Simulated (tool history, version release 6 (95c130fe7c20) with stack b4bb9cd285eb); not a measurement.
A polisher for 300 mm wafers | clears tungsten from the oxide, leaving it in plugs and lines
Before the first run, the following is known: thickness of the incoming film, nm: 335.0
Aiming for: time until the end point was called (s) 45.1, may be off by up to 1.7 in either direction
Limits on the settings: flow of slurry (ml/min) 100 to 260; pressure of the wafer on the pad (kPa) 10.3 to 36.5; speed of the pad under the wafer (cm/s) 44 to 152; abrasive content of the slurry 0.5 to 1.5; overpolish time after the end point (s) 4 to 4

run	hour	flow of slurry (ml/min)	pressure of the wafer on the pad (kPa)	speed of the pad under the wafer (cm/s)	abrasive content of the slurry	overpolish time after the end point (s)	time until the end point was called (s)
1	0	165	23.4	98	1	4	78.119
2	5	165	23.4	98	0.9	4	81.3
3	13.8	165	24.8	98	0.9	4	76.249
4	18.1	165	26.2	98	0.9	4	71.026
5	24.3	165	26.2	98	0.8	4	73.177
6	28	165	27.6	98	0.8	4	69.741
# hour 31.5: slurry blender recalibrated
7	31.5	165	27.6	98	0.8	4	64.045
8	36.5	165	28.3	98	0.8	4	63.974
9	43.4	165	29	98	0.8	4	61.313
10	50.2	185	35.9	100	0.8	4	47.907
11	54.4	185	35.9	100	0.8	4	49.142

Exactly one of the 4 candidate moves below puts every result within its allowed miss. Which one?
A	58.6	190	36.5	116	0.7	4	?
B	58.6	210	31	106	1	4	?
C	58.6	180	36.5	104	0.85	4	?
D	58.6	185	36.5	124	0.6	4	?

move	time until the end point was called (s)
A	42.242
B	49.513
C	45.378
D	41.001
A: carries the result that was furthest off beyond its target, to the other side
B: its largest miss is bigger than the last run's
C: every result lands within tolerance
D: carries the result that was furthest off beyond its target, to the other side
Answer: C
